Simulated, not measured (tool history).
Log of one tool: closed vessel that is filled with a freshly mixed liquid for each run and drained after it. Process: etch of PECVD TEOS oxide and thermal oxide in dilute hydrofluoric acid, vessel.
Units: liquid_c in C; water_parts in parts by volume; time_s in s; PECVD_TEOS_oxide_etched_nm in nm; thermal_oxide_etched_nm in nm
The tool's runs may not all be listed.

| run | hour | liquid_c | water_parts | time_s | PECVD_TEOS_oxide_etched_nm | thermal_oxide_etched_nm |
|---|---|---|---|---|---|---|
| 1 | 0 | 22 | 185 | 315 | 15.649 | 5.9586 |
| 2 | 3.5 | 21 | 195 | 315 | 14.154 | 5.3609 |
| 3 | 11.6 | 21 | 195 | 425 | 19.062 | 7.2862 |
| 4 | 17.8 | 21 | 235 | 425 | 15.154 | 5.7759 |
| 5 | 23.7 | 23 | 235 | 425 | 16.329 | 6.2368 |
| 6 | 30.2 | 23 | 235 | 360 | 13.921 | 5.3506 |

The next listed run, before its measurement:
| 7 | 31.7 | 22 | 245 | 360 | ? | ? |

{"run 7": {"PECVD_TEOS_oxide_etched_nm": 12.648, "thermal_oxide_etched_nm": 4.9615}}
